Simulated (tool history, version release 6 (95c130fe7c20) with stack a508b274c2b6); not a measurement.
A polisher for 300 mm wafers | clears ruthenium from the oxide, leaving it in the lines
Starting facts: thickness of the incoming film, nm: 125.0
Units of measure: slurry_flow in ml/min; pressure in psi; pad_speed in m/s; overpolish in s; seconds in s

run,hour,slurry_flow,pressure,pad_speed,overpolish,seconds
1,0,275,2.1,1.26,6,91.472
2,1.5,275,2.1,1.04,6,109.77
3,7.4,275,2.1,1.04,6,111.92
4,15.4,275,2.3,1.12,6,91.301
5,16,275,2.5,1.12,6,86.049
6,20.4,275,2.7,1.12,6,79.918
7,26.7,275,2.8,1.2,6,71.533
8,32.3,275,2.9,1.28,6,65.398

Run 9 has not been measured yet. What should we expect?
9,40.5,285,3.2,1.64,6,?

Run 9 yielded seconds 46.44 s.
